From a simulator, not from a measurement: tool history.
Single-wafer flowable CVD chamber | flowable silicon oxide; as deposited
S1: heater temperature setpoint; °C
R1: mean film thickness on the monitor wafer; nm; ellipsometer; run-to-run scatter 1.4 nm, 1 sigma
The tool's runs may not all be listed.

Run 1, hour 0.0: S1 110 °C, chamber pressure (Pa) 131.9, RF power (W) 2575, deposition time (s) 891. Result: R1 555.44 nm.
Run 2, hour 7.7: S1 110 °C, chamber pressure (Pa) 131.9, RF power (W) 2575, deposition time (s) 919. Result: R1 583.29 nm.
Run 3, hour 13.1: S1 113 °C, chamber pressure (Pa) 131.6, RF power (W) 2575, deposition time (s) 919. Result: R1 517.78 nm.
Run 4, hour 17.6: S1 113 °C, chamber pressure (Pa) 141.2, RF power (W) 2575, deposition time (s) 919. Result: R1 547.98 nm.
Run 5, hour 23.8: S1 113 °C, chamber pressure (Pa) 141.2, RF power (W) 2575, deposition time (s) 891. Result: R1 535.82 nm.
Run 6, hour 26.9: S1 113 °C, chamber pressure (Pa) 141.2, RF power (W) 2575, deposition time (s) 919. Result: R1 552.62 nm.
Run 7, hour 29.5: S1 116 °C, chamber pressure (Pa) 140.9, RF power (W) 2575, deposition time (s) 919. Result: R1 495.41 nm.
Run 8, hour 37.8: S1 118 °C, chamber pressure (Pa) 140.8, RF power (W) 2575, deposition time (s) 919. Result: R1 464.95 nm.
Run 9, hour 44.5: S1 120 °C, chamber pressure (Pa) 140.7, RF power (W) 2575, deposition time (s) 919. Result: R1 435.55 nm.

What will run 10 give?
Run 10, hour 52.1: S1 132 °C, chamber pressure (Pa) 136.4, RF power (W) 2570, deposition time (s) 918. Result: R1 ?.

{"run 10": {"R1": 301.24}}

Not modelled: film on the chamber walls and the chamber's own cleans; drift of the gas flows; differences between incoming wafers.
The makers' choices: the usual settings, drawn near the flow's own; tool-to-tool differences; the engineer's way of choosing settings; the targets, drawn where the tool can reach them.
